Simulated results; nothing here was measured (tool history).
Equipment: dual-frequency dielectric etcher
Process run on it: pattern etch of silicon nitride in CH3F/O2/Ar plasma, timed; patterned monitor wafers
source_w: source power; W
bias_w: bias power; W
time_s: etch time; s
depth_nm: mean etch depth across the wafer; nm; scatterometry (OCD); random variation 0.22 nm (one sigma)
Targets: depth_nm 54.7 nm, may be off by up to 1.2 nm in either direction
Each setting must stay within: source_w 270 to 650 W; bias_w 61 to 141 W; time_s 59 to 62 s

Run 1, hour 0: source_w 460 W, bias_w 101 W, time_s 59 s. Result: depth_nm 45.294 nm.
Run 2, hour 2.8: source_w 400 W, bias_w 101 W, time_s 59 s. Result: depth_nm 42.8 nm.
Run 3, hour 9.1: source_w 350 W, bias_w 101 W, time_s 59 s. Result: depth_nm 40.668 nm.
Run 4, hour 12.3: source_w 430 W, bias_w 105 W, time_s 59 s. Result: depth_nm 45.004 nm.
Run 5, hour 15.1: source_w 480 W, bias_w 107 W, time_s 59 s. Result: depth_nm 46.978 nm.
Run 6, hour 18.4: source_w 480 W, bias_w 119 W, time_s 59 s. Result: depth_nm 49.62 nm.
Run 7, hour 20.3: source_w 510 W, bias_w 120 W, time_s 59 s. Result: depth_nm 50.735 nm.
Run 8, hour 24: source_w 510 W, bias_w 120 W, time_s 59 s. Result: depth_nm 50.708 nm.
Run 9, hour 26.9: source_w 530 W, bias_w 121 W, time_s 59 s. Result: depth_nm 51.498 nm.

Below are 4 possible settings for the next run. Only one of them brings all results inside the allowed miss of their targets. Which is it?
Run A, hour 29.8: source_w 560 W, bias_w 116 W, time_s 62 s. Result: depth_nm ?.
Run B, hour 29.8: source_w 450 W, bias_w 128 W, time_s 60.5 s. Result: depth_nm ?.
Run C, hour 29.8: source_w 550 W, bias_w 135 W, time_s 61.5 s. Result: depth_nm ?.
Run D, hour 29.8: source_w 560 W, bias_w 127 W, time_s 62 s. Result: depth_nm ?.

move  depth_nm
   A    54.162
   B    50.419
   C    56.705
   D    56.167
A: each result inside its tolerance
B: moves away from the targets compared with the last run
C: pushes the last run's worst result past its target
D: pushes the last run's worst result past its target
The move that meets every target is A.
